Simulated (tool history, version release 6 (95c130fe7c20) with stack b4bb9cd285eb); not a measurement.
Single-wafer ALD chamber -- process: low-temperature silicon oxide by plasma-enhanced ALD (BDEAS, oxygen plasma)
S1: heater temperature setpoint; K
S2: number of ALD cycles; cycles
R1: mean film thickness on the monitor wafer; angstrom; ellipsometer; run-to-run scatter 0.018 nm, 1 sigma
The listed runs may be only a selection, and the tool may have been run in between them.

run  hour      S1  S2      R1
  1   0.0  383.15  30  39.007
  2   8.7  376.15  30  39.701
  3  16.4  374.15  31  40.941
  4  22.0  368.15  31  42.075
  5  29.3  368.15  33  44.971
  6  35.2  367.15  33  45.056
  7  41.5  366.15  33  45.056
  8  44.8  366.15  33  45.476
  9  49.6  365.15  33  45.241
 10  57.6  364.15  33  45.657

Predict the results of run 11:
 11  61.3  363.15  33   ?

R1: 45.748 angstrom

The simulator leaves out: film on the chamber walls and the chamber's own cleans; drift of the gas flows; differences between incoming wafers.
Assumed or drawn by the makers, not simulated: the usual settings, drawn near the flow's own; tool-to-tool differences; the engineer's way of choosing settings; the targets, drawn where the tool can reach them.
